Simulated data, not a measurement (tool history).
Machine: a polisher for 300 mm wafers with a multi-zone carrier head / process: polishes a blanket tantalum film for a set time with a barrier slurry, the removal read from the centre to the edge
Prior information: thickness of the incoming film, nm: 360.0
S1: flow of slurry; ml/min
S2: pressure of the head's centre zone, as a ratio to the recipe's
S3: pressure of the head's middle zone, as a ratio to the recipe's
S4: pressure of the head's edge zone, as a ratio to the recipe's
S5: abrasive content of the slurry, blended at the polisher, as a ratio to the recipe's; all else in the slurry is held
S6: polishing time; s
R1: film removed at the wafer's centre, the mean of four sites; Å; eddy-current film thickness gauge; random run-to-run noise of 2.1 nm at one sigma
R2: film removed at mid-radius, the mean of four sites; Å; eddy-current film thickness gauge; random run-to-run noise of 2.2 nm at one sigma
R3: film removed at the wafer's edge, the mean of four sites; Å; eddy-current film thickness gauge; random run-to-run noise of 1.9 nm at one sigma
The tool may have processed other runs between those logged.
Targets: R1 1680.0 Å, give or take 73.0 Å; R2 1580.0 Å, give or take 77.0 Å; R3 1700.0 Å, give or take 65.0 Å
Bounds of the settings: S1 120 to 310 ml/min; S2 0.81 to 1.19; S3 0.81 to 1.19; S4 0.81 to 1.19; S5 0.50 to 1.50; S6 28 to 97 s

run 1 day=0.000 | S1=200 S2=1.00 S3=1.00 S4=1.00 S5=1.00 S6=62 | R1=1377.2 R2=1362.2 R3=1427.4
run 2 day=0.321 | S1=205 S2=1.01 S3=1.00 S4=1.01 S5=1.05 S6=62 | R1=1416.6 R2=1409.4 R3=1449.0
run 3 day=0.358 | S1=205 S2=1.02 S3=0.99 S4=1.02 S5=1.10 S6=62 | R1=1433.9 R2=1430.7 R3=1474.1
run 4 day=0.533 | S1=205 S2=1.03 S3=0.98 S4=1.03 S5=1.10 S6=62 | R1=1459.5 R2=1380.0 R3=1459.3
run 5 day=0.817 | S1=205 S2=1.03 S3=0.98 S4=1.04 S5=1.15 S6=62 | R1=1477.7 R2=1387.3 R3=1525.2
run 6 day=0.992 | S1=210 S2=1.04 S3=0.99 S4=1.05 S5=1.15 S6=62 | R1=1523.7 R2=1441.5 R3=1499.1
run 7 day=1.125 | S1=210 S2=1.04 S3=0.99 S4=1.06 S5=1.20 S6=62 | R1=1489.4 R2=1471.7 R3=1539.0
run 8 day=1.404 | S1=215 S2=1.05 S3=0.99 S4=1.07 S5=1.20 S6=62 | R1=1560.3 R2=1456.0 R3=1538.8
run 9 day=1.729 | S1=220 S2=1.05 S3=0.99 S4=1.08 S5=1.20 S6=62 | R1=1549.0 R2=1466.5 R3=1570.1
run 10 day=2.079 | S1=225 S2=1.05 S3=0.99 S4=1.09 S5=1.20 S6=62 | R1=1550.2 R2=1440.9 R3=1601.4

Exactly one of the 5 candidate moves below puts every result within its allowed miss. Which one?
run A day=2.429 | S1=200 S2=0.88 S3=1.19 S4=1.14 S5=1.30 S6=63 | R1=? R2=? R3=?
run B day=2.429 | S1=260 S2=0.88 S3=0.93 S4=1.19 S5=1.40 S6=64 | R1=? R2=? R3=?
run C day=2.429 | S1=210 S2=0.99 S3=0.94 S4=1.08 S5=1.30 S6=54 | R1=? R2=? R3=?
run D day=2.429 | S1=310 S2=1.16 S3=0.81 S4=1.19 S5=1.05 S6=65 | R1=? R2=? R3=?
run E day=2.429 | S1=210 S2=1.07 S3=1.00 S4=1.14 S5=1.30 S6=65 | R1=? R2=? R3=?

move=A R1=1364.3 R2=1665.2 R3=1667.3
move=B R1=1465.9 R2=1524.0 R3=1815.7
move=C R1=1291.1 R2=1235.6 R3=1401.5
move=D R1=1750.1 R2=1342.2 R3=1732.3
move=E R1=1654.2 R2=1544.9 R3=1733.0
A: carries the result that was furthest off beyond its target, to the other side
B: brings the result that was furthest off to its target, and leaves another outside
C: moves away from the targets compared with the last run
D: moves away from the targets compared with the last run
E: every result within its allowed miss
The move that meets every target is E.

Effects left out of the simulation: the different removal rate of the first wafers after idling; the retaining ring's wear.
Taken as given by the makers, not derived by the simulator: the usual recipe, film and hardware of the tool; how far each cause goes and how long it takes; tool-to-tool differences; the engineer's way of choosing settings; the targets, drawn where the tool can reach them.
